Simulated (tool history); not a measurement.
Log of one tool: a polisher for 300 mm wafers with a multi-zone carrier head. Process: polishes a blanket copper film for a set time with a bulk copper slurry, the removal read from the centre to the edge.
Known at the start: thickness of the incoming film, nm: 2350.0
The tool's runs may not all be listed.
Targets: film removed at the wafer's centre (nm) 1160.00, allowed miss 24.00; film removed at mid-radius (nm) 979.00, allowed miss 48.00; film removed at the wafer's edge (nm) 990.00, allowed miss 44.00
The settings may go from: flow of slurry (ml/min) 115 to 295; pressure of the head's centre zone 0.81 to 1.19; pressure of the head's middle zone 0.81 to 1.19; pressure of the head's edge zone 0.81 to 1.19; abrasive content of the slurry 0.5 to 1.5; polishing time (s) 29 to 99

run	hour	flow of slurry (ml/min)	pressure of the head's centre zone	pressure of the head's middle zone	pressure of the head's edge zone	abrasive content of the slurry	polishing time (s)	film removed at the wafer's centre (nm)	film removed at mid-radius (nm)	film removed at the wafer's edge (nm)
1	0.0	190	1.00	1.00	1.00	1.0	64	799.56	783.84	794.97
2	6.3	210	1.00	1.00	1.00	1.0	64	810.16	797.23	813.19
3	9.9	225	1.05	1.01	1.02	1.1	65	886.16	847.98	856.06
4	18.4	225	1.05	1.07	1.02	1.1	65	881.67	859.17	858.92
5	21.5	225	1.01	1.07	1.02	1.1	65	851.07	882.29	836.95
6	29.2	225	1.06	1.07	1.02	1.1	65	891.40	868.33	833.57
7	33.3	235	1.10	1.06	1.03	1.2	66	972.90	887.41	870.60
8	41.5	245	1.12	1.06	1.06	1.3	67	1028.40	940.49	928.73

4 next moves are on the table. One of them brings every result within its allowed miss. Which?
A	49.7	250	1.12	0.94	1.10	1.4	69	?	?	?
B	49.7	230	1.13	0.84	1.14	1.1	74	?	?	?
C	49.7	190	1.17	1.06	0.87	1.4	76	?	?	?
D	49.7	250	1.19	1.05	1.10	1.1	74	?	?	?

move	film removed at the wafer's centre (nm)	film removed at mid-radius (nm)	film removed at the wafer's edge (nm)
A	1080.70	910.42	987.97
B	1084.90	862.02	1000.40
C	1207.00	1033.60	982.12
D	1154.10	963.79	991.37
A: nearer than the last run, and not there yet
B: nearer than the last run, and not there yet
C: takes the result that was furthest off past its target
D: meets every target
Answer: D
